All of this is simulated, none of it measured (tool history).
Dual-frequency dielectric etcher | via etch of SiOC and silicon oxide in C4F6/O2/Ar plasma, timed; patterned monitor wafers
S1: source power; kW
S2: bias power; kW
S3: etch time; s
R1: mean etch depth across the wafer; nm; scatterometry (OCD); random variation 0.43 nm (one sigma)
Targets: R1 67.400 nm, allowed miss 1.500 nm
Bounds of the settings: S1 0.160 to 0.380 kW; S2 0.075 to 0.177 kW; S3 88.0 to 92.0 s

run 1 day=0.000 | S1=0.270 S2=0.126 S3=88.0 | R1=77.957
run 2 day=0.204 | S1=0.250 S2=0.124 S3=88.0 | R1=76.231
run 3 day=0.308 | S1=0.230 S2=0.120 S3=88.0 | R1=72.780
run 4 day=0.479 | S1=0.230 S2=0.098 S3=88.0 | R1=70.397
run 5 day=0.771 | S1=0.270 S2=0.098 S3=88.0 | R1=73.546
run 6 day=0.896 | S1=0.270 S2=0.117 S3=88.0 | R1=76.412
run 7 day=1.221 | S1=0.270 S2=0.117 S3=88.0 | R1=76.138
run 8 day=1.529 | S1=0.250 S2=0.114 S3=88.0 | R1=74.021
run 9 day=1.808 | S1=0.240 S2=0.112 S3=88.0 | R1=72.303
run 10 day=2.104 | S1=0.230 S2=0.111 S3=88.0 | R1=71.718
run 11 day=2.188 | S1=0.220 S2=0.110 S3=88.0 | R1=70.581
run 12 day=2.425 | S1=0.210 S2=0.109 S3=88.0 | R1=68.874
run 13 day=2.504 | S1=0.210 S2=0.109 S3=88.0 | R1=69.760
run 14 day=2.733 | S1=0.210 S2=0.108 S3=88.0 | R1=68.304

4 next moves are on the table. One of them brings every result within its allowed miss. Which?
run A day=2.962 | S1=0.190 S2=0.094 S3=91.0 | R1=?
run B day=2.962 | S1=0.210 S2=0.102 S3=92.0 | R1=?
run C day=2.962 | S1=0.240 S2=0.093 S3=90.0 | R1=?
run D day=2.962 | S1=0.200 S2=0.109 S3=90.5 | R1=?

move=A R1=66.565
move=B R1=70.811
move=C R1=70.723
move=D R1=69.738
A: meets every target
B: further off than the last run
C: further off than the last run
D: further off than the last run
Answer: A
